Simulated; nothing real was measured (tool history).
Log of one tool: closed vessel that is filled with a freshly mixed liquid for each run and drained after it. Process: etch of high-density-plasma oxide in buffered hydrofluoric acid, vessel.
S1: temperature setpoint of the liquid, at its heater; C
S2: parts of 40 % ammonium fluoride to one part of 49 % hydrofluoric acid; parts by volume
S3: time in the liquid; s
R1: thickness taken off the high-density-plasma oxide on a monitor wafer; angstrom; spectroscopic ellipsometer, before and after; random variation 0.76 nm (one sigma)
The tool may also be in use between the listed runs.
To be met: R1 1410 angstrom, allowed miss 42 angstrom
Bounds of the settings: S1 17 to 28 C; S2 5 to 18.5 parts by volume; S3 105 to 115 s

run  hour    S1    S2   S3      R1
  1     0    20  11.5  105  1966.8
  2   1.9    20  11.5  105  1959.4
  3  10.7    20  11.5  105  1937.4
  4  12.5    22  11.5  105  2180.8
  5  21.3  21.5    12  105  2016.8
  6    26  21.5  13.5  105  1788.5
  7  32.2    21  13.5  105  1748.6
  8  37.1  20.5  13.5  105  1703.5
  9  45.3    20  13.5  105  1669.8
 10  46.4  19.5  13.5  105  1637.7
 11  52.7    17    14  105  1357.8

Which of these 5 next moves meets every target?
  A    59    17  13.5  105   ?
  B    59    17    13  110   ?
  C    59  17.5  13.5  110   ?
  D    59    19    14  105   ?
  E    59    17  12.5  105   ?

move      R1
   A  1405.1
   B  1527.6
   C  1514.6
   D  1518.9
   E  1515.3
A: meets every target
B: takes the result that was furthest off past its target
C: takes the result that was furthest off past its target
D: takes the result that was furthest off past its target
E: takes the result that was furthest off past its target
The right move is A.
